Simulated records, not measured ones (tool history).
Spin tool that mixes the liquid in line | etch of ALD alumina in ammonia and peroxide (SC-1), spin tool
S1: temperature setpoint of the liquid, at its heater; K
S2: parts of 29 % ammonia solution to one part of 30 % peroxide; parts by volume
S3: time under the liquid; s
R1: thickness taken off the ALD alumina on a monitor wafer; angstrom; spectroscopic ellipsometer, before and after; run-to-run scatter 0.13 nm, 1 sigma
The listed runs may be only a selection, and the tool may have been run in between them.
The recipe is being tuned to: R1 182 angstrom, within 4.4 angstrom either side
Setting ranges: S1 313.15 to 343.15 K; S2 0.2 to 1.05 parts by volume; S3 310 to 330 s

| run | day | S1 | S2 | S3 | R1 |
|---|---|---|---|---|---|
| 1 | 0 | 329.15 | 0.55 | 310 | 230.39 |
| 2 | 0.338 | 328.15 | 0.55 | 310 | 218.41 |
| 3 | 0.454 | 327.65 | 0.55 | 310 | 215.32 |
| 4 | 0.496 | 327.65 | 0.55 | 330 | 227.52 |
| 5 | 0.812 | 327.65 | 0.35 | 330 | 218.08 |
| 6 | 1.025 | 327.15 | 0.35 | 330 | 211.21 |
| 7 | 1.162 | 326.65 | 0.35 | 330 | 207.05 |
| 8 | 1.5 | 326.15 | 0.35 | 330 | 201.95 |
| 9 | 1.746 | 325.65 | 0.35 | 330 | 195.83 |
| 10 | 1.929 | 325.15 | 0.35 | 330 | 190.04 |

Which one of the following 4 next-run settings gets every result inside its allowed miss? There is exactly one.
| A | 2.112 | 326.15 | 0.45 | 330 | ? |
| B | 2.112 | 325.65 | 0.2 | 310 | ? |
| C | 2.112 | 326.65 | 0.2 | 330 | ? |
| D | 2.112 | 323.65 | 0.5 | 330 | ? |

| move | R1 |
|---|---|
| A | 207.57 |
| B | 175.69 |
| C | 197.39 |
| D | 183.02 |
A: further off than the last run
B: moves the result that the last run missed by most past its target, out the other side
C: further off than the last run
D: each result inside its tolerance
Answer: D

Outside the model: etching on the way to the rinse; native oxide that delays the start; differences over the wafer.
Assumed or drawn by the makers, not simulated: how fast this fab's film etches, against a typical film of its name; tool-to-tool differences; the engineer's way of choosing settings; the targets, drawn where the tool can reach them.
